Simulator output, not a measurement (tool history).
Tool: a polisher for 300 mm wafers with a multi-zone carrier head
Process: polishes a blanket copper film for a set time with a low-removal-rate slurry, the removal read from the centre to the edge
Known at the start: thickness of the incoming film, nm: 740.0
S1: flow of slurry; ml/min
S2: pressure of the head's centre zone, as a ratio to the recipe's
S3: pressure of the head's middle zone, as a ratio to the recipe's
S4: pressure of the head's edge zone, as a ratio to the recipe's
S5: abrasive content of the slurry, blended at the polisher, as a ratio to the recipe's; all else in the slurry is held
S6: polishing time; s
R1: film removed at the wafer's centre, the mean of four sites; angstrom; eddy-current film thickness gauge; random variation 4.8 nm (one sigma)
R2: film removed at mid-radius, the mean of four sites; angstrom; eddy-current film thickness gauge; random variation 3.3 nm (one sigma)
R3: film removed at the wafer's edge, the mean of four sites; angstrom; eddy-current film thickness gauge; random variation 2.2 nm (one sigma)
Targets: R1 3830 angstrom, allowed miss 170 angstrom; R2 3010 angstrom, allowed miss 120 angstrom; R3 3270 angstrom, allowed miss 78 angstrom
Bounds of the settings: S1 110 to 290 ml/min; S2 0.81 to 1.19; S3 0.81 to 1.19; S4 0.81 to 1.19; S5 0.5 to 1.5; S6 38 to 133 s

run,hour,S1,S2,S3,S4,S5,S6,R1,R2,R3
1,0,185,1,1,1,1,85,2412.9,2359,2398.3
2,1.9,185,1,1,1,1,72,1976.4,2034.6,2025.3
3,4.1,185,1,1,1,1,93,2581.8,2613.5,2636.1
4,5.5,215,1,1,1,1,93,2670.7,2637.1,2655.9
5,7.7,215,1,1.09,1,1,93,2690.3,2814.2,2695.5
6,15.8,240,1,1.09,1,1,93,2753.8,2959.3,2717.9
7,20.5,235,1.07,1.05,1.04,1.15,94,3042.1,2900.3,2890.9
8,23.9,245,1.11,1.02,1.05,1.25,95,3387.7,2995.4,2981.8
# hour 26.9: slurry nozzle cleaned
9,26.9,250,1.14,1.01,1.09,1.3,95,3720.1,3254.7,3243.1
10,35.3,245,1.14,0.97,1.09,1.3,95,3601.1,3093.1,3265.5

Which of these 5 next moves meets every target?
A,43.7,225,1.06,0.92,1.16,1.15,94,?,?,?
B,43.7,240,1.09,1.08,1.14,1.2,96,?,?,?
C,43.7,235,1.13,1.19,1.12,1.25,89,?,?,?
D,43.7,265,1.18,0.92,1.12,1.35,92,?,?,?
E,43.7,250,1.12,1,1.08,1.4,88,?,?,?

move,R1,R2,R3
A,3332.1,2918.5,3200.2
B,3568.3,3376.4,3283.6
C,3452,3368.8,3033.3
D,3845.4,3014.5,3232
E,3492.5,3051.2,3040.8
A: further off than the last run
B: further off than the last run
C: further off than the last run
D: meets every target
E: further off than the last run
Answer: D
